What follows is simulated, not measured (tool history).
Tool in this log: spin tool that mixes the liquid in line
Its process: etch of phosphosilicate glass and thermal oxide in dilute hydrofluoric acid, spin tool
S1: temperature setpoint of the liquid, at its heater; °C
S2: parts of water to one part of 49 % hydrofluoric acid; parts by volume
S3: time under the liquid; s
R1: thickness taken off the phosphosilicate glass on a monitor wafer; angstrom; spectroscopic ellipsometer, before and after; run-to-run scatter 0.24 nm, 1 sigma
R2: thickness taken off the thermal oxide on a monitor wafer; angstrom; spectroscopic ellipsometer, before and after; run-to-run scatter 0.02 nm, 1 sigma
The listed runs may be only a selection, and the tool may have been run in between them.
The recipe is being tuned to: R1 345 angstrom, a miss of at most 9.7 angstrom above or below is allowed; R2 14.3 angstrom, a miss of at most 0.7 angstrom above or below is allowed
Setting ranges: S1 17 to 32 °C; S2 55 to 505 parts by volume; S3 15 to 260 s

| run | hour | S1 | S2 | S3 | R1 | R2 |
|---|---|---|---|---|---|---|
| 1 | 0 | 24 | 280 | 130 | 459.74 | 18.785 |
| 2 | 2.2 | 25.5 | 280 | 130 | 474.54 | 19.672 |
| 3 | 10.4 | 25.5 | 215 | 130 | 668.61 | 28.371 |
| 4 | 18.9 | 25.5 | 215 | 165 | 840.77 | 34.418 |
| 5 | 22.9 | 24 | 260 | 160 | 613.52 | 25.174 |
| 6 | 29.6 | 20.5 | 260 | 160 | 544.33 | 22.725 |
| 7 | 32.6 | 19.5 | 280 | 160 | 471.78 | 19.58 |
| 8 | 33.5 | 19 | 295 | 160 | 431.9 | 17.74 |
| 9 | 37.5 | 18.5 | 305 | 160 | 410.73 | 17.105 |
| 10 | 41.7 | 18 | 315 | 160 | 384.54 | 15.877 |
| 11 | 45.5 | 17.5 | 320 | 160 | 372.55 | 15.218 |
| 12 | 54.3 | 17.5 | 325 | 160 | 365.99 | 15.171 |

Which one of the following 4 next-run settings gets every result inside its allowed miss? There is exactly one.
| A | 63.1 | 23 | 430 | 205 | ? | ? |
| B | 63.1 | 17 | 265 | 120 | ? | ? |
| C | 63.1 | 28.5 | 480 | 190 | ? | ? |
| D | 63.1 | 17.5 | 300 | 155 | ? | ? |

| move | R1 | R2 |
|---|---|---|
| A | 388.79 | 16.612 |
| B | 343.62 | 14.682 |
| C | 366.54 | 15.661 |
| D | 387.85 | 16.572 |
A: the biggest miss grows against the last run
B: in spec on every target
C: roughly where the last run was
D: the biggest miss grows against the last run
Move B is the one to make.
